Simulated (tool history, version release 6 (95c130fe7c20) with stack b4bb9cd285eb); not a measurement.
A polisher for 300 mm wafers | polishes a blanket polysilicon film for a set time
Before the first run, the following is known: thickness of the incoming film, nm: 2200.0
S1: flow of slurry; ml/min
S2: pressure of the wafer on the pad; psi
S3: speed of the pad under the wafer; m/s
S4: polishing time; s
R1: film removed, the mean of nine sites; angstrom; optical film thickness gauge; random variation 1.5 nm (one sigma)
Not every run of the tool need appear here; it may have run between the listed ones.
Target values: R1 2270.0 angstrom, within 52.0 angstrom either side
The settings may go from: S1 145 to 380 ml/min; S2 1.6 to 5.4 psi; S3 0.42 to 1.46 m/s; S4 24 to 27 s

| run | hour | S1 | S2 | S3 | S4 | R1 |
|---|---|---|---|---|---|---|
| 1 | 0.0 | 245 | 3.5 | 0.94 | 27 | 3081.3 |
| 2 | 4.9 | 245 | 3.5 | 0.74 | 27 | 2437.9 |
| 3 | 5.9 | 245 | 2.7 | 0.74 | 27 | 1892.1 |
| 4 | 6.7 | 245 | 2.7 | 0.74 | 27 | 1913.2 |
| 5 | 14.4 | 255 | 2.9 | 0.74 | 27 | 2040.3 |
| 6 | 20.5 | 210 | 2.9 | 0.74 | 27 | 2019.3 |
| 7 | 27.8 | 210 | 3.0 | 0.74 | 27 | 2073.5 |
| 8 | 34.5 | 210 | 3.1 | 0.74 | 27 | 2137.6 |
| 9 | 35.8 | 210 | 3.2 | 0.74 | 27 | 2211.1 |

Which of these 5 next moves meets every target?
| A | 37.1 | 155 | 3.5 | 0.78 | 24 | ? |
| B | 37.1 | 195 | 3.5 | 0.74 | 24 | ? |
| C | 37.1 | 310 | 3.4 | 0.72 | 24 | ? |
| D | 37.1 | 205 | 3.4 | 0.68 | 27 | ? |
| E | 37.1 | 200 | 3.2 | 0.80 | 26 | ? |

| move | R1 |
|---|---|
| A | 2156.4 |
| B | 2121.2 |
| C | 2113.0 |
| D | 2153.3 |
| E | 2278.9 |
A: the biggest miss grows against the last run
B: the biggest miss grows against the last run
C: the biggest miss grows against the last run
D: the biggest miss grows against the last run
E: in spec on every target
E is the move that brings every result within its allowed miss.
